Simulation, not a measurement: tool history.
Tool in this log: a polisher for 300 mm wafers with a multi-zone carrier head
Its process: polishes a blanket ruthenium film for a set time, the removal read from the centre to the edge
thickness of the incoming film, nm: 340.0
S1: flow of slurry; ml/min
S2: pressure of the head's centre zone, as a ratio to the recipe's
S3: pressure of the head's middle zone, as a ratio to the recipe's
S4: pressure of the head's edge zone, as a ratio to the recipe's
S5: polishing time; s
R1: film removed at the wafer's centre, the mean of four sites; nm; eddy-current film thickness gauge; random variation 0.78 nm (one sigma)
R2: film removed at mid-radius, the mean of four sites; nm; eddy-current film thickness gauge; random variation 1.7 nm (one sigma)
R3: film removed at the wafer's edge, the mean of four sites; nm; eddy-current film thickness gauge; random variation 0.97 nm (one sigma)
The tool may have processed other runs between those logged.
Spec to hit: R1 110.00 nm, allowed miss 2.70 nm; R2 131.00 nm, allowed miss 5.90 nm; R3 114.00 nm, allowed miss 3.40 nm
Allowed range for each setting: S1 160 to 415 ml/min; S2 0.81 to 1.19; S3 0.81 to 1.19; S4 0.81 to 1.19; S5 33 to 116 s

run 1 hour=0.0 | S1=265 S2=1.00 S3=1.00 S4=1.00 S5=74 | R1=121.81 R2=125.18 R3=121.40
run 2 hour=1.6 | S1=265 S2=1.00 S3=1.00 S4=0.95 S5=74 | R1=122.86 R2=122.87 R3=119.27
run 3 hour=2.5 | S1=265 S2=1.00 S3=1.00 S4=0.95 S5=64 | R1=105.34 R2=108.51 R3=102.36
run 4 hour=9.3 | S1=275 S2=1.00 S3=1.02 S4=0.97 S5=64 | R1=105.75 R2=109.95 R3=105.09
run 5 hour=13.0 | S1=275 S2=1.05 S3=1.02 S4=0.97 S5=64 | R1=112.87 R2=107.89 R3=105.87
run 6 hour=14.9 | S1=280 S2=1.04 S3=1.05 S4=0.98 S5=64 | R1=112.51 R2=112.39 R3=104.02
run 7 hour=20.4 | S1=285 S2=1.03 S3=1.06 S4=1.00 S5=65 | R1=113.12 R2=117.53 R3=106.66
run 8 hour=22.6 | S1=285 S2=1.02 S3=1.06 S4=1.02 S5=65 | R1=109.55 R2=116.93 R3=109.69

5 candidate next runs follow, results not yet known. Just one meets every target within its allowed miss. Identify it.
run A hour=24.8 | S1=275 S2=0.93 S3=1.19 S4=0.98 S5=74 | R1=? R2=? R3=?
run B hour=24.8 | S1=240 S2=0.97 S3=1.16 S4=1.06 S5=69 | R1=? R2=? R3=?
run C hour=24.8 | S1=295 S2=0.99 S3=1.14 S4=0.98 S5=69 | R1=? R2=? R3=?
run D hour=24.8 | S1=305 S2=0.99 S3=0.92 S4=1.19 S5=65 | R1=? R2=? R3=?
run E hour=24.8 | S1=240 S2=0.92 S3=1.19 S4=1.00 S5=77 | R1=? R2=? R3=?

move=A R1=114.66 R2=143.57 R3=119.70
move=B R1=109.61 R2=128.86 R3=113.67
move=C R1=114.75 R2=129.90 R3=112.31
move=D R1=108.32 R2=102.36 R3=114.83
move=E R1=115.98 R2=147.06 R3=124.01
A: moves the result that the last run missed by most past its target, out the other side
B: all results land within tolerance of their targets
C: brings the result that was furthest off to its target, and leaves another outside
D: lands further from the targets than the last run did
E: moves the result that the last run missed by most past its target, out the other side
Answer: B
